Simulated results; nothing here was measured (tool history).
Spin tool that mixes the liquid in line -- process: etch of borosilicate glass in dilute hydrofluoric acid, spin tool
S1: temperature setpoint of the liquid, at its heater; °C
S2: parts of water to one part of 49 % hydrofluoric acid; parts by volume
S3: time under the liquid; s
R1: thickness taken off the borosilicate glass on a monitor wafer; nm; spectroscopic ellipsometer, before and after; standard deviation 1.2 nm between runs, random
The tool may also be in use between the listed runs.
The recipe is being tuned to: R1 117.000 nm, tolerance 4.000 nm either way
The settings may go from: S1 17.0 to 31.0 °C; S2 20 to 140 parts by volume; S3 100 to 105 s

run  hour    S1  S2   S3       R1
  1   0.0  23.0  75  100   46.347
  2   5.0  24.0  70  100   51.535
  3   9.8  24.0  70  105   53.547
  4  15.7  25.0  65  105   62.213
  5  19.7  25.0  65  100   58.018
  6  26.1  25.0  65  100   59.664
  7  27.7  29.0  35  100  135.130
  8  32.3  28.5  35  100  131.990
  9  35.3  28.0  35  100  130.910
 10  41.6  27.5  35  100  125.930
 11  48.7  26.5  35  100  121.750

Which one of the following 4 next-run settings gets every result inside its allowed miss? There is exactly one.
  A  55.8  23.0  30  100   ?
  B  55.8  26.0  35  105   ?
  C  55.8  28.0  40  105   ?
  D  55.8  24.5  30  100   ?

move       R1
   A  124.260
   B  125.840
   C  118.570
   D  132.330
A: its largest miss is bigger than the last run's
B: its largest miss is bigger than the last run's
C: all results in spec
D: its largest miss is bigger than the last run's
Answer: C

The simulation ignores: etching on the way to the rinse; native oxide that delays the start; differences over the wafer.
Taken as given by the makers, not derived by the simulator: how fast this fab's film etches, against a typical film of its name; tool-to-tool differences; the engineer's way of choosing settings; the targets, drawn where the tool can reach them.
